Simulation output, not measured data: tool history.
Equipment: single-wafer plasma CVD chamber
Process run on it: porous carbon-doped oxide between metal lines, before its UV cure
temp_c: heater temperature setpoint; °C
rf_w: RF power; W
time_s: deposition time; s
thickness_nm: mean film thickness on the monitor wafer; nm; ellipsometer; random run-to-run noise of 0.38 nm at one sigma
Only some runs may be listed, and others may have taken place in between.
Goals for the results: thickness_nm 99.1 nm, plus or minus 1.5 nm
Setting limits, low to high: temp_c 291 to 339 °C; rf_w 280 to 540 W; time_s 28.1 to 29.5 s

run	hour	temp_c	rf_w	time_s	thickness_nm
1	0	315	410	29.5	140.6
2	6.4	323	410	29.5	136.25
3	12.1	326	380	29.3	123.12
4	18.3	328	365	29.3	117.83
5	19.8	328	340	29.3	108.95
6	20.3	328	365	29.3	117.72
7	25.2	330	355	29.3	113.42
8	28.8	332	345	29.3	108.41
9	29.7	333	340	29.3	106.46
10	34.9	334	335	29.3	104.78
11	41.7	335	330	29.3	102.24

5 candidate next runs follow, results not yet known. Just one meets every target within its allowed miss. Identify it.
A	48.5	329	335	28.1	?
B	48.5	327	310	29.1	?
C	48.5	339	340	28.7	?
D	48.5	332	335	29.5	?
E	48.5	335	330	29.1	?

move	thickness_nm
A	102.81
B	98.681
C	102.1
D	106.34
E	102.01
A: its largest miss is bigger than the last run's
B: every result lands within tolerance
C: no better and no worse than the last run
D: its largest miss is bigger than the last run's
E: better than the last run, though not everything is in spec
The move that meets every target is B.
